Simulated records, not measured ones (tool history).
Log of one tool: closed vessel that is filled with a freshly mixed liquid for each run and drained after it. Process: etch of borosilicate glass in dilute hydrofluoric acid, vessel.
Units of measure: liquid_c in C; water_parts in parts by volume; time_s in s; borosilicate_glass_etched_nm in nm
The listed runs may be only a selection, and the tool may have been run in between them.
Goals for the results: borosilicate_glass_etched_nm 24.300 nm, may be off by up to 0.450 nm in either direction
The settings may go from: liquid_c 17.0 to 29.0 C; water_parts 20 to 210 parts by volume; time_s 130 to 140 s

run  hour  liquid_c  water_parts  time_s  borosilicate_glass_etched_nm
  1   0.0      21.0          115     130                        27.236
  2   2.7      20.5          115     130                        26.516
  3   8.2      20.5          115     130                        26.672
  4  12.0      20.5          115     130                        26.533
  5  17.6      20.0          115     130                        26.162
  6  20.6      20.0          115     140                        28.168
  7  25.8      19.5          115     140                        27.606
  8  27.8      19.0          115     140                        27.124
  9  36.1      17.0          120     140                        23.767

Below are 5 possible settings for the next run. Only one of them brings all results inside the allowed miss of their targets. Which is it?
  A  44.4      18.5          125     130                             ?
  B  44.4      17.5          115     140                             ?
  C  44.4      17.5          120     140                             ?
  D  44.4      17.0          115     130                             ?
  E  44.4      17.5          120     135                             ?

move  borosilicate_glass_etched_nm
   A                        22.337
   B                        25.350
   C                        24.169
   D                        23.053
   E                        23.306
A: moves away from the targets compared with the last run
B: takes the result that was furthest off past its target
C: hits every target within its allowed miss
D: moves away from the targets compared with the last run
E: moves away from the targets compared with the last run
The right move is C.
